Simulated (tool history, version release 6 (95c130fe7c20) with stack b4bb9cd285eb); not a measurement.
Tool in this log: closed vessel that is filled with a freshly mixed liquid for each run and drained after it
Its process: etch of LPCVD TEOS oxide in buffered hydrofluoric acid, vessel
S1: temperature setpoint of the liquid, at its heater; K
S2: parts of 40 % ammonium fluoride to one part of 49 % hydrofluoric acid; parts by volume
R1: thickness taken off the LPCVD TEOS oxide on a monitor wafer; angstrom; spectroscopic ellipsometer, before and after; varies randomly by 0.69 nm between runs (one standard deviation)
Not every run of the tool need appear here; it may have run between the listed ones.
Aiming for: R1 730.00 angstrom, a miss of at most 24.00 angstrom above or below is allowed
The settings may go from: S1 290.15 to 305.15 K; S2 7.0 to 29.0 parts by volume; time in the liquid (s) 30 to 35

{"run": 1, "hour": 0.0, "S1": 298.15, "S2": 18.0, "time in the liquid (s)": 35, "R1": 481.92}
{"run": 2, "hour": 7.2, "S1": 298.15, "S2": 18.0, "time in the liquid (s)": 30, "R1": 411.73}
{"run": 3, "hour": 8.0, "S1": 298.15, "S2": 15.5, "time in the liquid (s)": 30, "R1": 477.88}
{"run": 4, "hour": 13.2, "S1": 298.15, "S2": 11.0, "time in the liquid (s)": 30, "R1": 670.6}
{"run": 5, "hour": 18.3, "S1": 298.65, "S2": 11.0, "time in the liquid (s)": 30, "R1": 702.31}
{"run": 6, "hour": 22.0, "S1": 298.65, "S2": 8.0, "time in the liquid (s)": 30, "R1": 920.33}
{"run": 7, "hour": 23.6, "S1": 298.15, "S2": 8.0, "time in the liquid (s)": 30, "R1": 901.26}
{"run": 8, "hour": 28.0, "S1": 297.15, "S2": 8.0, "time in the liquid (s)": 30, "R1": 842.41}
{"run": 9, "hour": 32.3, "S1": 296.65, "S2": 8.0, "time in the liquid (s)": 30, "R1": 815.49}
{"run": 10, "hour": 40.1, "S1": 296.15, "S2": 8.0, "time in the liquid (s)": 30, "R1": 809.1}
{"run": 11, "hour": 46.7, "S1": 293.65, "S2": 8.0, "time in the liquid (s)": 30, "R1": 680.61}

Exactly one of the 4 candidate moves below puts every result within its allowed miss. Which one?
{"run": "A", "hour": 53.3, "S1": 291.15, "S2": 7.5, "time in the liquid (s)": 30, "R1": "?"}
{"run": "B", "hour": 53.3, "S1": 293.15, "S2": 8.5, "time in the liquid (s)": 35, "R1": "?"}
{"run": "C", "hour": 53.3, "S1": 294.15, "S2": 8.5, "time in the liquid (s)": 30, "R1": "?"}
{"run": "D", "hour": 53.3, "S1": 290.15, "S2": 7.5, "time in the liquid (s)": 30, "R1": "?"}

move=A R1=648.28
move=B R1=739.15
move=C R1=669.90
move=D R1=612.43
A: its largest miss is bigger than the last run's
B: all results in spec
C: its largest miss is bigger than the last run's
D: its largest miss is bigger than the last run's
The right move is B.

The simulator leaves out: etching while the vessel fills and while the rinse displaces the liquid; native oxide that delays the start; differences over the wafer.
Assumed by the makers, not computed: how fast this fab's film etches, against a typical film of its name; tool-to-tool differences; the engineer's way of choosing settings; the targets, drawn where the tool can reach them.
